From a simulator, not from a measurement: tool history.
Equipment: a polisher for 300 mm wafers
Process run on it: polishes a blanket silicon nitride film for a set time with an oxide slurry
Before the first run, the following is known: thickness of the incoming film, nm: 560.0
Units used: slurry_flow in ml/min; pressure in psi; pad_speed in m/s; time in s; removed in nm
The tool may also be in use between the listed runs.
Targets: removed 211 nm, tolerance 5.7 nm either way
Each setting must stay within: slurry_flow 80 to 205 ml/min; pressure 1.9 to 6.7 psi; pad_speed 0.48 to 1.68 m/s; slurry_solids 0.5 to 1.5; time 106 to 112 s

run,day,slurry_flow,pressure,pad_speed,slurry_solids,time,removed
1,0,135,4.3,1.08,1,106,106.54
2,0.167,135,5.2,1.08,1,106,129.07
3,0.438,135,5.7,1.08,1,106,140.48
4,0.808,135,6.3,1.08,1,106,151.26
5,1.079,135,6.7,1.08,1,106,164.63
6,1.4,140,6.7,1.12,1,106,167.93
7,1.704,140,6.7,1.16,1,106,173.76
8,1.871,140,6.7,1.2,1,106,180.72

Of the 5 settings listed for the next run, only one would bring every result within its allowed miss of target. Which one?
A,2.038,150,6.7,1.3,1.1,110,?
B,2.038,130,3.9,1.56,1,112,?
C,2.038,165,6.7,1.12,0.85,107,?
D,2.038,145,6.6,1.36,0.95,110,?
E,2.038,160,6.7,1.52,1.15,107,?

move,removed
A,211.71
B,137.25
C,165.56
D,201.55
E,240.52
A: every result lands within tolerance
B: its largest miss is bigger than the last run's
C: its largest miss is bigger than the last run's
D: closes in on the targets versus the last run, not all within tolerance yet
E: carries the result that was furthest off beyond its target, to the other side
Go with A: it meets all targets.
